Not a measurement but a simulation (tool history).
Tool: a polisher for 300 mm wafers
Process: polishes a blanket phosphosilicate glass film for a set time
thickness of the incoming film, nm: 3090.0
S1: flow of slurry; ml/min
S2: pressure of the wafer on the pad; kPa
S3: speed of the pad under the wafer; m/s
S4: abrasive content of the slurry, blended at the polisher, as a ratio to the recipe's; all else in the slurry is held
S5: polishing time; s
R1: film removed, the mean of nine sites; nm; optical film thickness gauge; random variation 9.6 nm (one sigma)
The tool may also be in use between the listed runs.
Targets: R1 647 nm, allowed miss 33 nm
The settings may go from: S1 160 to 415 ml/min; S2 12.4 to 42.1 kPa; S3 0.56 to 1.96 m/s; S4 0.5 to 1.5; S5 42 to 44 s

run	hour	S1	S2	S3	S4	S5	R1
1	0	265	26.9	1.26	1	42	459.75
2	3	265	28.3	1.26	1	42	491.68
3	9.3	265	28.3	1.04	1	42	441.98
4	13.2	265	28.3	1.04	1	42	433.73
5	17	265	28.3	1.04	1.1	42	461.43
6	20.4	265	34.5	1.04	1.1	42	558.27
7	24.6	265	35.2	1.04	1.1	42	556.58
8	27.2	265	35.9	1.04	1.1	42	577.37
9	36.2	265	36.5	1.04	1.1	42	595.14
10	41.7	265	36.5	1.04	1.1	42	602.89
11	42.5	265	37.2	1.04	1.1	42	592.06
12	47.5	265	37.9	1.04	1.1	42	613.47

5 next moves are on the table. One of them brings every result within its allowed miss. Which?
A	52.5	350	35.2	0.86	1.15	43	?
B	52.5	300	35.2	0.98	1	44	?
C	52.5	260	39.3	1.2	1.2	44	?
D	52.5	255	35.2	1.18	1.1	44	?
E	52.5	260	40	1.18	1.1	44	?

move	R1
A	551.32
B	554.81
C	735.21
D	629.87
E	711.85
A: further off than the last run
B: further off than the last run
C: takes the result that was furthest off past its target
D: meets every target
E: takes the result that was furthest off past its target
Move D is the one to make.

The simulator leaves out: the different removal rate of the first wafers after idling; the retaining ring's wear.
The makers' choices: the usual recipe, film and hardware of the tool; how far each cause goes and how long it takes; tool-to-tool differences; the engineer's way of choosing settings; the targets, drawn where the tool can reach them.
